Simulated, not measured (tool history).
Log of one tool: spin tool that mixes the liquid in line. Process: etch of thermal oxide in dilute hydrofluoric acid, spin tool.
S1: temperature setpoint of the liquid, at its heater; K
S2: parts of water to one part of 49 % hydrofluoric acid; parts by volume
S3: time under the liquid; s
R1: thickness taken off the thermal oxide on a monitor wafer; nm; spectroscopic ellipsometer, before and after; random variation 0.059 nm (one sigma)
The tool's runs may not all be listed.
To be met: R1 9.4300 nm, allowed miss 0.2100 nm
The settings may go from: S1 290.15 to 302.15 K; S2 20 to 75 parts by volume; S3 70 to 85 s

run 1 day=0.000 | S1=294.15 S2=45 S3=85 | R1=8.2483
run 2 day=0.254 | S1=296.15 S2=45 S3=85 | R1=9.2001
run 3 day=0.321 | S1=296.15 S2=45 S3=70 | R1=7.4178
run 4 day=0.533 | S1=296.15 S2=45 S3=70 | R1=7.4666
run 5 day=0.612 | S1=297.65 S2=45 S3=70 | R1=7.8181
run 6 day=0.871 | S1=298.65 S2=45 S3=70 | R1=8.2079
run 7 day=1.167 | S1=299.65 S2=45 S3=70 | R1=8.6320
run 8 day=1.342 | S1=300.15 S2=45 S3=70 | R1=8.7558

5 next moves are on the table. One of them brings every result within its allowed miss. Which?
run A day=1.517 | S1=298.65 S2=50 S3=75 | R1=?
run B day=1.517 | S1=299.65 S2=55 S3=80 | R1=?
run C day=1.517 | S1=300.15 S2=45 S3=75 | R1=?
run D day=1.517 | S1=301.65 S2=50 S3=70 | R1=?
run E day=1.517 | S1=296.15 S2=45 S3=80 | R1=?

move=A R1=7.9149
move=B R1=7.9363
move=C R1=9.4113
move=D R1=8.3337
move=E R1=8.5202
A: further off than the last run
B: further off than the last run
C: meets every target
D: further off than the last run
E: further off than the last run
Answer: C
